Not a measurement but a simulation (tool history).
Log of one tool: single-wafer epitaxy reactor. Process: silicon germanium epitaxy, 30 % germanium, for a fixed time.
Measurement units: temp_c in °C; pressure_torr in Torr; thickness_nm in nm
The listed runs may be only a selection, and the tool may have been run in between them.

run  hour  temp_c  pressure_torr  thickness_nm
  1     0     580           18.5         43.19
  2   2.4     590           18.5        50.344
  3   7.3     587           18.3        47.978
  4   9.1     584           18.2        45.591
  5  12.7     580           18.2         42.59
  6  13.7     580             16        40.903
  7  21.1     579             16        40.481
  8  27.3     579             16        40.386
  9  29.4     578             16        39.505

What will run 10 give?
 10  35.5     577             16             ?

thickness_nm: 38.824 nm
